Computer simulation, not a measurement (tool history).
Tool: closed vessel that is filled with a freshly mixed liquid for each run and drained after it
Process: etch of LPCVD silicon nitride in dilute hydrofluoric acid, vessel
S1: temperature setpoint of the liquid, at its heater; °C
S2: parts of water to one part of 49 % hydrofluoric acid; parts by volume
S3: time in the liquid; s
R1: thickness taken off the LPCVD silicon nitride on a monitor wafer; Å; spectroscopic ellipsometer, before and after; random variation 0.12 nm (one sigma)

Run 1, day 0.000: S1 24.0 °C, S2 245 parts by volume, S3 3140 s. Result: R1 61.597 Å.
Run 2, day 0.329: S1 24.0 °C, S2 315 parts by volume, S3 3140 s. Result: R1 48.167 Å.
Run 3, day 0.467: S1 24.0 °C, S2 390 parts by volume, S3 3140 s. Result: R1 38.904 Å.
Run 4, day 0.754: S1 25.5 °C, S2 335 parts by volume, S3 3150 s. Result: R1 50.070 Å.
Run 5, day 1.088: S1 27.0 °C, S2 290 parts by volume, S3 3155 s. Result: R1 62.140 Å.
Run 6, day 1.192: S1 27.0 °C, S2 325 parts by volume, S3 3155 s. Result: R1 56.453 Å.
Run 7, day 1.317: S1 28.0 °C, S2 280 parts by volume, S3 3160 s. Result: R1 69.006 Å.
Run 8, day 1.483: S1 29.0 °C, S2 245 parts by volume, S3 3165 s. Result: R1 84.686 Å.
Run 9, day 1.721: S1 32.0 °C, S2 150 parts by volume, S3 3175 s. Result: R1 166.710 Å.

The next listed run, before its measurement:
Run 10, day 1.750: S1 31.5 °C, S2 150 parts by volume, S3 3175 s. Result: R1 ?.

R1: 161.270 Å
